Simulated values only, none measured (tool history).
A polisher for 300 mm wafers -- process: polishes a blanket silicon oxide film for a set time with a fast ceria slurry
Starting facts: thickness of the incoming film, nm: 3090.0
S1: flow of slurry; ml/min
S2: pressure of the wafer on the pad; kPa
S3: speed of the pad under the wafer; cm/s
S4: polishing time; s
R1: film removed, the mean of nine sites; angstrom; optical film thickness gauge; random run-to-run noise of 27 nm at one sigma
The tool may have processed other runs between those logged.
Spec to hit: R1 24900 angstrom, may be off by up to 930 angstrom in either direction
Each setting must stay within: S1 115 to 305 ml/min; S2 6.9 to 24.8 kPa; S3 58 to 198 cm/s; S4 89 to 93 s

run	hour	S1	S2	S3	S4	R1
1	0	195	15.9	128	89	14788
2	8.3	195	15.9	102	89	12594
3	10	195	15.9	80	89	10806
4	14.4	175	15.9	80	89	10871
5	23.3	175	17.9	90	89	13042
6	26.7	175	19.3	98	89	14672
7	27.3	175	20.7	106	89	16558
8	31.1	175	21.4	114	89	18039
9	36.7	175	22.1	120	89	19353
10	38.8	175	22.8	124	89	20214
11	44.9	175	23.4	128	89	21284
12	52	175	23.4	132	89	21851
13	56.3	175	23.4	134	89	22208
14	61.8	175	24.1	136	89	22685
15	64.9	175	24.1	138	89	23559

Of the 4 settings listed for the next run, only one would bring every result within its allowed miss of target. Which one?
A	68	180	21.4	158	90	?
B	68	185	22.1	146	91	?
C	68	230	21.4	148	89	?
D	68	150	24.1	150	91	?

move	R1
A	22968
B	22669
C	22169
D	24688
A: moves away from the targets compared with the last run
B: moves away from the targets compared with the last run
C: moves away from the targets compared with the last run
D: in spec on every target
Move D is the one to make.
